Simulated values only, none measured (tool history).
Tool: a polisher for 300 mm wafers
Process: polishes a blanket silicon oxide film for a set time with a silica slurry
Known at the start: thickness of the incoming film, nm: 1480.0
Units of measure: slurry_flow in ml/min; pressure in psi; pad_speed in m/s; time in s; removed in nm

run,hour,slurry_flow,pressure,pad_speed,slurry_solids,time,removed
1,0.0,255,4.8,1.12,1.0,67,242.34
2,2.7,255,4.8,1.02,1.0,67,217.14
3,6.9,255,4.2,0.98,1.0,67,194.07
4,11.5,255,3.8,0.92,1.0,67,165.13
5,19.2,255,3.4,0.90,1.0,67,146.25
6,27.4,255,3.4,1.10,1.0,67,171.66
7,32.3,255,3.1,1.06,1.0,67,158.92
8,36.4,255,2.9,1.02,1.0,67,143.37
9,37.5,255,2.7,1.00,1.0,67,132.32

Run 10, settings as shown, results not yet in. Your forecast:
10,46.0,255,2.6,0.98,1.0,67,?

{"run 10": {"removed": 127.61}}
